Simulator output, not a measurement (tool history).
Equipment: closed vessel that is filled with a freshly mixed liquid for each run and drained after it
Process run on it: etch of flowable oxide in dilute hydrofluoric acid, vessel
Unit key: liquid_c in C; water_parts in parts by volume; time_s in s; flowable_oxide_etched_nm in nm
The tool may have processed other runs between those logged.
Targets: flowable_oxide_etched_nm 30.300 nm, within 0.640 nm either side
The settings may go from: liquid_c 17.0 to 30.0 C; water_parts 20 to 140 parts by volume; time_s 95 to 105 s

run 1 hour=0.0 | liquid_c=22.0 water_parts=75 time_s=95 | flowable_oxide_etched_nm=33.515
run 2 hour=1.2 | liquid_c=22.0 water_parts=90 time_s=95 | flowable_oxide_etched_nm=27.419
run 3 hour=8.2 | liquid_c=20.0 water_parts=90 time_s=95 | flowable_oxide_etched_nm=25.313
run 4 hour=11.5 | liquid_c=20.0 water_parts=110 time_s=95 | flowable_oxide_etched_nm=20.100
run 5 hour=19.1 | liquid_c=23.0 water_parts=110 time_s=95 | flowable_oxide_etched_nm=22.880
run 6 hour=25.3 | liquid_c=23.0 water_parts=110 time_s=105 | flowable_oxide_etched_nm=25.208
run 7 hour=26.7 | liquid_c=24.5 water_parts=110 time_s=105 | flowable_oxide_etched_nm=26.727
run 8 hour=29.7 | liquid_c=25.5 water_parts=110 time_s=105 | flowable_oxide_etched_nm=28.052

Below are 4 possible settings for the next run. Only one of them brings all results inside the allowed miss of their targets. Which is it?
run A hour=32.7 | liquid_c=28.5 water_parts=120 time_s=95 | flowable_oxide_etched_nm=?
run B hour=32.7 | liquid_c=25.5 water_parts=105 time_s=100 | flowable_oxide_etched_nm=?
run C hour=32.7 | liquid_c=26.5 water_parts=115 time_s=95 | flowable_oxide_etched_nm=?
run D hour=32.7 | liquid_c=26.0 water_parts=95 time_s=95 | flowable_oxide_etched_nm=?

move=A flowable_oxide_etched_nm=25.539
move=B flowable_oxide_etched_nm=27.936
move=C flowable_oxide_etched_nm=24.868
move=D flowable_oxide_etched_nm=30.296
A: further off than the last run
B: further off than the last run
C: further off than the last run
D: in spec on every target
Answer: D
